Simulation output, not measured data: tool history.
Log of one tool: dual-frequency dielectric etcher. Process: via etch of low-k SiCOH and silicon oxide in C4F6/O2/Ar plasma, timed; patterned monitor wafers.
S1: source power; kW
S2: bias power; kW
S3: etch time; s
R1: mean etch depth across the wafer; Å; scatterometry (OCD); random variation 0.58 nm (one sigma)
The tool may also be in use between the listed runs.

Run 1, hour 0: S1 0.25 kW, S2 0.206 kW, S3 85 s. Result: R1 1990.9 Å.
Run 2, hour 1.9: S1 0.23 kW, S2 0.2 kW, S3 85 s. Result: R1 1904.2 Å.
Run 3, hour 2.6: S1 0.22 kW, S2 0.197 kW, S3 85 s. Result: R1 1839.3 Å.
Run 4, hour 8.6: S1 0.22 kW, S2 0.197 kW, S3 85 s. Result: R1 1836.5 Å.
Run 5, hour 10.6: S1 0.21 kW, S2 0.196 kW, S3 85 s. Result: R1 1795.7 Å.
Run 6, hour 13.9: S1 0.21 kW, S2 0.196 kW, S3 85 s. Result: R1 1798 Å.
Run 7, hour 17.7: S1 0.2 kW, S2 0.195 kW, S3 85 s. Result: R1 1749.1 Å.

Run 8 comes next. What will it give?
Run 8, hour 19.5: S1 0.2 kW, S2 0.194 kW, S3 85 s. Result: R1 ?.

{"run 8": {"R1": 1743.3}}
